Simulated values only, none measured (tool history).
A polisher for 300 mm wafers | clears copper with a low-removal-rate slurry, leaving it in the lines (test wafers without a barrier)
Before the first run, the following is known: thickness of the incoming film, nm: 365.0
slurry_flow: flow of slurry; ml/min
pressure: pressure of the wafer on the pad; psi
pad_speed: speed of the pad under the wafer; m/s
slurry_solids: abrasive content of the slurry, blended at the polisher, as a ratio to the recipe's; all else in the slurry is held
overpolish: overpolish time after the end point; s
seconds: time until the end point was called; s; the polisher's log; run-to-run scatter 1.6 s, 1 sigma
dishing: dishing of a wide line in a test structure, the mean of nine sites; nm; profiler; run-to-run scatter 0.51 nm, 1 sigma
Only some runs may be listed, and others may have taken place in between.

Run 1, hour 0: slurry_flow 150 ml/min, pressure 3.6 psi, pad_speed 1.28 m/s, slurry_solids 1, overpolish 22 s. Result: seconds 88.998 s, dishing 57.763 nm.
Run 2, hour 6: slurry_flow 150 ml/min, pressure 3 psi, pad_speed 1.28 m/s, slurry_solids 1, overpolish 22 s. Result: seconds 106.87 s, dishing 49.891 nm.
Run 3, hour 12.4: slurry_flow 150 ml/min, pressure 3 psi, pad_speed 1.28 m/s, slurry_solids 0.8, overpolish 22 s. Result: seconds 110.1 s, dishing 49.163 nm.
Run 4, hour 20.4: slurry_flow 145 ml/min, pressure 2.7 psi, pad_speed 1.28 m/s, slurry_solids 0.8, overpolish 22 s. Result: seconds 123.98 s, dishing 44.295 nm.
Run 5, hour 29.2: slurry_flow 135 ml/min, pressure 2.5 psi, pad_speed 1.28 m/s, slurry_solids 0.8, overpolish 22 s. Result: seconds 133.87 s, dishing 41.254 nm.
Run 6, hour 34.7: slurry_flow 135 ml/min, pressure 2.5 psi, pad_speed 1.28 m/s, slurry_solids 0.8, overpolish 29 s. Result: seconds 132.18 s, dishing 50.494 nm.
Run 7, hour 39.4: slurry_flow 130 ml/min, pressure 2.4 psi, pad_speed 1.28 m/s, slurry_solids 0.8, overpolish 28 s. Result: seconds 140.73 s, dishing 49.532 nm.
Run 8, hour 44.7: slurry_flow 130 ml/min, pressure 2.3 psi, pad_speed 1.28 m/s, slurry_solids 0.8, overpolish 26 s. Result: seconds 146.7 s, dishing 44.429 nm.
Run 9, hour 52.9: slurry_flow 125 ml/min, pressure 2.3 psi, pad_speed 1.28 m/s, slurry_solids 0.8, overpolish 25 s. Result: seconds 146.94 s, dishing 43.161 nm.
Run 10, hour 61.5: slurry_flow 125 ml/min, pressure 2 psi, pad_speed 1.28 m/s, slurry_solids 0.8, overpolish 22 s. Result: seconds 167.71 s, dishing 34.218 nm.

What does the tool deliver on the next run?
Run 11, hour 63.6: slurry_flow 130 ml/min, pressure 2 psi, pad_speed 1.28 m/s, slurry_solids 0.8, overpolish 22 s. Result: seconds ?, dishing ?.

{"run 11": {"seconds": 168.07, "dishing": 34.816}}

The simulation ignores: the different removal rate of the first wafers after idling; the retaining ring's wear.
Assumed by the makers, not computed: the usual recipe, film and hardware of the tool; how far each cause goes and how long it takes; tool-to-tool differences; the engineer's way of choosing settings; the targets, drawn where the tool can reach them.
